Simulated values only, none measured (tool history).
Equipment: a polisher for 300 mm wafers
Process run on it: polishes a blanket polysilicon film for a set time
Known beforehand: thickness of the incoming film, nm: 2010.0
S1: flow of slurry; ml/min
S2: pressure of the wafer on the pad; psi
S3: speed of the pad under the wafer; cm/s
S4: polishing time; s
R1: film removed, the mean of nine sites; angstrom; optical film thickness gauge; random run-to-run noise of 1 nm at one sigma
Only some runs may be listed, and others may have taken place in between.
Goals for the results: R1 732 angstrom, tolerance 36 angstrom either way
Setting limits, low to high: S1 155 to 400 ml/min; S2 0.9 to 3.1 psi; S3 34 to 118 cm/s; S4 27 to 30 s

run 1 hour=0 | S1=255 S2=2 S3=76 S4=30 | R1=1365.5
run 2 hour=2.6 | S1=255 S2=2 S3=76 S4=27 | R1=1234.5
run 3 hour=7.9 | S1=255 S2=2 S3=76 S4=27 | R1=1210.9
run 4 hour=9.1 | S1=255 S2=1.9 S3=76 S4=27 | R1=1173.6
run 5 hour=14.2 | S1=255 S2=1.8 S3=76 S4=27 | R1=1133.6
run 6 hour=18 | S1=255 S2=1.7 S3=76 S4=27 | R1=1060.5
run 7 hour=24.7 | S1=255 S2=1.6 S3=76 S4=27 | R1=997.11
run 8 hour=28.3 | S1=255 S2=1.5 S3=76 S4=27 | R1=974.59
run 9 hour=32.1 | S1=255 S2=1.4 S3=76 S4=27 | R1=881.11
run 10 hour=37.6 | S1=255 S2=1.4 S3=76 S4=27 | R1=882.18
run 11 hour=46 | S1=255 S2=1.4 S3=76 S4=27 | R1=907.24
run 12 hour=48.3 | S1=255 S2=1.3 S3=76 S4=27 | R1=843.9
run 13 hour=52.2 | S1=255 S2=1.2 S3=76 S4=27 | R1=791.71

Next run, 5 choices. One meets every target within its allowed miss, the rest don't. Which?
run A hour=56.1 | S1=265 S2=1.1 S3=76 S4=27 | R1=?
run B hour=56.1 | S1=245 S2=1 S3=72 S4=28 | R1=?
run C hour=56.1 | S1=160 S2=1.3 S3=76 S4=29 | R1=?
run D hour=56.1 | S1=265 S2=1.4 S3=54 S4=27 | R1=?
run E hour=56.1 | S1=255 S2=1 S3=74 S4=27 | R1=?

move=A R1=739.94
move=B R1=668.3
move=C R1=851.74
move=D R1=650.85
move=E R1=664.72
A: every result within its allowed miss
B: takes the result that was furthest off past its target
C: its largest miss is bigger than the last run's
D: takes the result that was furthest off past its target
E: takes the result that was furthest off past its target
Go with A: it meets all targets.
